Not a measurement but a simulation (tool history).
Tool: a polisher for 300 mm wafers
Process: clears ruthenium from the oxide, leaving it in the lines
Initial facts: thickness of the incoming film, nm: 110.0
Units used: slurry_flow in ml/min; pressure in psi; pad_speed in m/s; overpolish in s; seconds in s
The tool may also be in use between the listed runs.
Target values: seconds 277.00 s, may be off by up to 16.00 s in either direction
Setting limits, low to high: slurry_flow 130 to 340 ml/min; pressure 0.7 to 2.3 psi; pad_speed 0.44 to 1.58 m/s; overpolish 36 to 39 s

run,day,slurry_flow,pressure,pad_speed,overpolish,seconds
1,0.000,220,1.5,1.00,36,154.27
2,0.104,220,1.4,0.98,36,165.27
3,0.288,220,1.3,0.96,36,181.13
4,0.308,220,1.4,0.96,36,165.43
5,0.604,220,1.4,1.18,36,141.07
6,0.733,220,1.3,1.14,36,155.21
7,0.908,220,1.2,1.10,36,178.01
8,1.196,220,1.2,1.10,36,171.71
9,1.442,215,0.8,0.92,36,303.66

Next run, 5 choices. One meets every target within its allowed miss, the rest don't. Which?
A,1.688,165,0.7,1.18,37,?
B,1.688,195,0.9,0.78,39,?
C,1.688,270,0.9,0.68,39,?
D,1.688,155,0.7,1.02,39,?
E,1.688,205,0.8,0.88,37,?

move,seconds
A,281.84
B,322.62
C,352.92
D,328.73
E,318.74
A: hits every target within its allowed miss
B: misses by more than the last run did
C: misses by more than the last run did
D: misses by more than the last run did
E: misses by more than the last run did
So the answer is move A, the one that meets all the targets.

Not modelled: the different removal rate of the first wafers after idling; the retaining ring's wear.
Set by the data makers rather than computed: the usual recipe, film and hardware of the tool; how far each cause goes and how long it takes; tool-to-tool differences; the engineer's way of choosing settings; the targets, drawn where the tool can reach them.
